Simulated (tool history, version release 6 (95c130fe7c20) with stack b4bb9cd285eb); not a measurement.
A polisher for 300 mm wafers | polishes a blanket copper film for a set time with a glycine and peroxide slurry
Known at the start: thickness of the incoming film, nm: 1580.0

| run | hour | flow of slurry (ml/min) | pressure of the wafer on the pad (psi) | speed of the pad under the wafer (cm/s) | polishing time (s) | film removed (angstrom) |
|---|---|---|---|---|---|---|
| 1 | 0 | 170 | 2.8 | 98 | 98 | 3995 |
| 2 | 8 | 170 | 2.7 | 98 | 98 | 4045.6 |
| 3 | 16.4 | 170 | 2.7 | 116 | 98 | 4530.7 |
| 4 | 24.2 | 170 | 3.1 | 116 | 98 | 5005.4 |
| 5 | 32.2 | 210 | 3.1 | 116 | 98 | 5307.9 |
| 6 | 40.1 | 250 | 3.1 | 116 | 98 | 5307 |
| 7 | 43.7 | 250 | 2.7 | 114 | 98 | 4643.7 |

Run 8 has not been measured yet. What should we expect?
| 8 | 50.1 | 250 | 2.4 | 112 | 98 | ? |

{"run 8": {"film removed (angstrom)": 4192.4}}
